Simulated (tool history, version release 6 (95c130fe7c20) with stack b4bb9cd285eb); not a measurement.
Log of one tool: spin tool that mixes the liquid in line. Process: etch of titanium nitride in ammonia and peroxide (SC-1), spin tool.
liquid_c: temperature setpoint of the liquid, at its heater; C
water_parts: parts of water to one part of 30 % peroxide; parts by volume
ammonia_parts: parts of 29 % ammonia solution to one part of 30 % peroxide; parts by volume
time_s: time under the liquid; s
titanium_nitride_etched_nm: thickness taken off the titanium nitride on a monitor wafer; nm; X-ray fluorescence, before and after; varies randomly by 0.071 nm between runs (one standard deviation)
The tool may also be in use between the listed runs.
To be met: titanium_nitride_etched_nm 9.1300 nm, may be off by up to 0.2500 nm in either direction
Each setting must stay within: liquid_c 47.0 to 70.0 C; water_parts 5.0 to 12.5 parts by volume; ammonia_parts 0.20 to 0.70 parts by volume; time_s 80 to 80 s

run  hour  liquid_c  water_parts  ammonia_parts  time_s  titanium_nitride_etched_nm
  1   0.0      63.0          7.0           0.40      80                     18.7920
  2   6.1      63.0          7.0           0.40      80                     18.8670
  3  11.7      63.0          7.0           0.30      80                     17.7190
  4  14.9      63.0          7.0           0.35      80                     18.4110
  5  16.0      63.0          8.5           0.35      80                     16.7150
  6  22.6      61.0          8.5           0.35      80                     14.9470
  7  28.1      59.5          8.5           0.35      80                     13.3480
  8  36.8      58.5          8.5           0.35      80                     12.3100
  9  38.8      57.5          8.5           0.35      80                     11.6780
 10  42.2      57.0          8.5           0.35      80                     11.4330
 11  48.0      56.5          8.5           0.35      80                     10.9540
 12  53.3      56.0          8.5           0.35      80                     10.5830
 13  55.6      55.5          8.5           0.35      80                     10.1570
 14  63.0      55.0          8.5           0.35      80                      9.8030
 15  71.2      54.5          8.5           0.35      80                      9.4921

Which single option among these 5 for the next run brings every result within its allowed miss of target? Just one does.
  A  79.4      55.0          8.0           0.35      80                           ?
  B  79.4      53.0          6.5           0.35      80                           ?
  C  79.4      54.5          7.5           0.20      80                           ?
  D  79.4      58.5         10.5           0.20      80                           ?
  E  79.4      54.5          8.0           0.35      80                           ?

move  titanium_nitride_etched_nm
   A                     10.0320
   B                      9.7227
   C                      9.0599
   D                      9.9161
   E                      9.6983
A: lands further from the targets than the last run did
B: lands further from the targets than the last run did
C: meets every target
D: lands further from the targets than the last run did
E: lands further from the targets than the last run did
Go with C: it meets all targets.
